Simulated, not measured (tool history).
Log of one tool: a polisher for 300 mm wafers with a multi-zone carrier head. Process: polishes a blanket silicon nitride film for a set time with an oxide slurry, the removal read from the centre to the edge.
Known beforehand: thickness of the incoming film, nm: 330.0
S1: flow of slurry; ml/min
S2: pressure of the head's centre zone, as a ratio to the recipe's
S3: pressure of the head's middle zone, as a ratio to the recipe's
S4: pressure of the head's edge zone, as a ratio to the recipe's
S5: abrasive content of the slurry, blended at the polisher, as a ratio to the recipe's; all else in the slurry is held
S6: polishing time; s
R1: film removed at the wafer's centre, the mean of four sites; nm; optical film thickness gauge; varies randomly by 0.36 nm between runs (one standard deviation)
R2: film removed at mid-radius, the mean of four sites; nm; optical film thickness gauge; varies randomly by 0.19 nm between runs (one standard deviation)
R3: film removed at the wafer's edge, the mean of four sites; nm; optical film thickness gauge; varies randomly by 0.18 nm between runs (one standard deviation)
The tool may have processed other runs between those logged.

Run 1, day 0.000: S1 230 ml/min, S2 1.00, S3 1.00, S4 1.00, S5 1.00, S6 38 s. Result: R1 19.080 nm, R2 19.349 nm, R3 18.464 nm.
Run 2, day 0.267: S1 230 ml/min, S2 1.00, S3 1.00, S4 1.00, S5 1.15, S6 38 s. Result: R1 20.871 nm, R2 20.342 nm, R3 19.872 nm.
Run 3, day 0.542: S1 230 ml/min, S2 1.00, S3 1.04, S4 1.00, S5 1.15, S6 38 s. Result: R1 21.172 nm, R2 20.822 nm, R3 19.760 nm.
Run 4, day 0.804: S1 230 ml/min, S2 0.95, S3 1.04, S4 1.00, S5 1.15, S6 38 s. Result: R1 19.931 nm, R2 21.090 nm, R3 19.866 nm.
Run 5, day 1.021: S1 245 ml/min, S2 0.96, S3 1.07, S4 1.02, S5 1.20, S6 38 s. Result: R1 20.616 nm, R2 22.218 nm, R3 20.618 nm.
Run 6, day 1.242: S1 245 ml/min, S2 0.96, S3 1.07, S4 1.02, S5 1.20, S6 43 s. Result: R1 23.373 nm, R2 25.047 nm, R3 22.911 nm.

Run 7 has not been measured yet. What should we expect?
Run 7, day 1.321: S1 255 ml/min, S2 0.98, S3 1.08, S4 1.04, S5 1.20, S6 43 s. Result: R1 ?, R2 ?, R3 ?.

R1: 23.690 nm
R2: 25.023 nm
R3: 23.333 nm

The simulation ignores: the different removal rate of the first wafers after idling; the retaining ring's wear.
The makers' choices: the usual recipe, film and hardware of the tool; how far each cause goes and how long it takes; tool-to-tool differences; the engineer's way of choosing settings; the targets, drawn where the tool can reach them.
